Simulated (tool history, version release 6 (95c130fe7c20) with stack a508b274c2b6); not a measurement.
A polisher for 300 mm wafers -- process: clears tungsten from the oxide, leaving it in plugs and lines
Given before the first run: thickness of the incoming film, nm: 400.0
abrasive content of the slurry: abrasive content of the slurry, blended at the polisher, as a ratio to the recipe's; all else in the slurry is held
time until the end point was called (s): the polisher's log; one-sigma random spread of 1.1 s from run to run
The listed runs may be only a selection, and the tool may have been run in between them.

| run | hour | flow of slurry (ml/min) | pressure of the wafer on the pad (kPa) | speed of the pad under the wafer (cm/s) | abrasive content of the slurry | overpolish time after the end point (s) | time until the end point was called (s) |
|---|---|---|---|---|---|---|---|
| 1 | 0.0 | 280 | 21.4 | 104 | 1.0 | 3 | 87.978 |
| 2 | 8.7 | 280 | 21.4 | 104 | 0.9 | 3 | 88.730 |
| 3 | 10.6 | 280 | 21.4 | 104 | 0.8 | 3 | 89.535 |
| 4 | 15.1 | 280 | 23.4 | 106 | 0.8 | 3 | 81.982 |
| 5 | 20.4 | 305 | 23.4 | 106 | 0.8 | 3 | 79.099 |
| 6 | 28.9 | 305 | 20.7 | 106 | 0.8 | 3 | 92.109 |
| 7 | 30.1 | 305 | 20.7 | 106 | 0.8 | 3 | 91.094 |
| 8 | 32.0 | 305 | 22.8 | 108 | 0.8 | 3 | 84.734 |
| 9 | 37.8 | 305 | 24.1 | 110 | 0.8 | 3 | 74.404 |
| 10 | 42.2 | 305 | 24.8 | 110 | 0.8 | 3 | 72.860 |
| 11 | 47.9 | 305 | 25.5 | 110 | 0.8 | 3 | 70.102 |

Estimate the outcome of run 12 from the log above:
| 12 | 50.5 | 305 | 25.5 | 110 | 0.8 | 3 | ? |

Run 12 yielded time until the end point was called (s) 70.382.
